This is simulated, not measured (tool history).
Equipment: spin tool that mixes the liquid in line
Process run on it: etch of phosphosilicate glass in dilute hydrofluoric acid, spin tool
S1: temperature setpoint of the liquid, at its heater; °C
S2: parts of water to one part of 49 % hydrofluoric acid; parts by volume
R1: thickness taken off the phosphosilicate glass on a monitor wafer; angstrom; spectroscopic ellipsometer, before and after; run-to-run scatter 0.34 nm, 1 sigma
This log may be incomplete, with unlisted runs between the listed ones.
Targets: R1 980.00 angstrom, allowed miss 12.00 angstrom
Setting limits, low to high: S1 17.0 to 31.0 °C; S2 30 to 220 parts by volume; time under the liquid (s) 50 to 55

Run 1, hour 0.0: S1 23.0 °C, S2 125 parts by volume, time under the liquid (s) 50. Result: R1 637.63 angstrom.
Run 2, hour 4.0: S1 19.5 °C, S2 125 parts by volume, time under the liquid (s) 50. Result: R1 555.97 angstrom.
Run 3, hour 8.2: S1 21.0 °C, S2 125 parts by volume, time under the liquid (s) 50. Result: R1 592.51 angstrom.
Run 4, hour 14.7: S1 23.5 °C, S2 125 parts by volume, time under the liquid (s) 50. Result: R1 650.04 angstrom.
Run 5, hour 23.2: S1 24.5 °C, S2 125 parts by volume, time under the liquid (s) 50. Result: R1 678.62 angstrom.
Run 6, hour 28.5: S1 25.0 °C, S2 125 parts by volume, time under the liquid (s) 50. Result: R1 689.31 angstrom.
Run 7, hour 35.9: S1 25.5 °C, S2 125 parts by volume, time under the liquid (s) 50. Result: R1 703.28 angstrom.
Run 8, hour 41.1: S1 26.0 °C, S2 125 parts by volume, time under the liquid (s) 50. Result: R1 714.51 angstrom.
Run 9, hour 45.2: S1 30.0 °C, S2 110 parts by volume, time under the liquid (s) 50. Result: R1 960.99 angstrom.

Below are 4 possible settings for the next run. Only one of them brings all results inside the allowed miss of their targets. Which is it?
Run A, hour 49.3: S1 30.5 °C, S2 115 parts by volume, time under the liquid (s) 50. Result: R1 ?.
Run B, hour 49.3: S1 29.0 °C, S2 105 parts by volume, time under the liquid (s) 50. Result: R1 ?.
Run C, hour 49.3: S1 29.5 °C, S2 120 parts by volume, time under the liquid (s) 55. Result: R1 ?.
Run D, hour 49.3: S1 31.0 °C, S2 125 parts by volume, time under the liquid (s) 55. Result: R1 ?.

move      R1
   A  930.93
   B  977.60
   C  939.30
   D  946.22
A: lands further from the targets than the last run did
B: every result within its allowed miss
C: lands further from the targets than the last run did
D: lands further from the targets than the last run did
Move B is the one to make.

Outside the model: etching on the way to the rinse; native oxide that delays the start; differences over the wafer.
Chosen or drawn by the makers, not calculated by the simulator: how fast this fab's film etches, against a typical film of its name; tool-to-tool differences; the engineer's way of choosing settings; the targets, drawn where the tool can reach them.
